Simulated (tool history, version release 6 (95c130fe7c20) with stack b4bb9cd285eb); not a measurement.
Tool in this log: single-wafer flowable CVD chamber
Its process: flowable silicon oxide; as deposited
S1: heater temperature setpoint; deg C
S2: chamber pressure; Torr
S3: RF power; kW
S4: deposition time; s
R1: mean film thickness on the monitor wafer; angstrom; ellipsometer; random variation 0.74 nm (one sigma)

run 1 hour=0 | S1=100 S2=0.898 S3=1.81 S4=403 | R1=3177.3
run 2 hour=2.9 | S1=100 S2=1.041 S3=1.81 S4=403 | R1=3663.2
run 3 hour=5.5 | S1=105 S2=0.992 S3=1.8 S4=403 | R1=2993.4
run 4 hour=6.7 | S1=105 S2=0.992 S3=1.99 S4=403 | R1=3020.9
run 5 hour=13.2 | S1=115 S2=0.992 S3=1.99 S4=403 | R1=2280.8
run 6 hour=20.2 | S1=115 S2=0.992 S3=1.99 S4=403 | R1=2291.9
run 7 hour=27.8 | S1=117 S2=0.934 S3=1.98 S4=403 | R1=2039.3
run 8 hour=29.4 | S1=119 S2=0.882 S3=1.97 S4=403 | R1=1822.6

Estimate the outcome of run 9 from the log above:
run 9 hour=38.2 | S1=120 S2=0.841 S3=1.96 S4=403 | R1=?

For run 9 the tool returned R1 1690 angstrom.
